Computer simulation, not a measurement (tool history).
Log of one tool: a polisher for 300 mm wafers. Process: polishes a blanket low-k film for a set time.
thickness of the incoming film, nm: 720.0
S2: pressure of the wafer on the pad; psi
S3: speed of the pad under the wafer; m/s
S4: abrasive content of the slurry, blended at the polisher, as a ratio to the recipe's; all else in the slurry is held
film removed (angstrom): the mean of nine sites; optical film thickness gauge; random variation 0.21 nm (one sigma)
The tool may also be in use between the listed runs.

{"run": 1, "hour": 0.0, "flow of slurry (ml/min)": 140, "S2": 1.9, "S3": 0.84, "S4": 1, "polishing time (s)": 33, "film removed (angstrom)": 119.73}
{"run": 2, "hour": 5.4, "flow of slurry (ml/min)": 140, "S2": 1.9, "S3": 0.84, "S4": 1, "polishing time (s)": 29, "film removed (angstrom)": 106.36}
{"run": 3, "hour": 12.0, "flow of slurry (ml/min)": 140, "S2": 1.9, "S3": 0.84, "S4": 1.1, "polishing time (s)": 29, "film removed (angstrom)": 111.85}
{"run": 4, "hour": 14.8, "flow of slurry (ml/min)": 145, "S2": 2.1, "S3": 0.84, "S4": 1.1, "polishing time (s)": 29, "film removed (angstrom)": 123.1}
{"run": 5, "hour": 17.5, "flow of slurry (ml/min)": 145, "S2": 2.1, "S3": 1.04, "S4": 1.1, "polishing time (s)": 29, "film removed (angstrom)": 140.29}
{"run": 6, "hour": 18.1, "flow of slurry (ml/min)": 145, "S2": 2.2, "S3": 1.04, "S4": 1.1, "polishing time (s)": 29, "film removed (angstrom)": 144.96}

Run 7 comes next. What will it give?
{"run": 7, "hour": 22.0, "flow of slurry (ml/min)": 145, "S2": 2.3, "S3": 1.04, "S4": 1.1, "polishing time (s)": 29, "film removed (angstrom)": "?"}

film removed (angstrom): 147.86
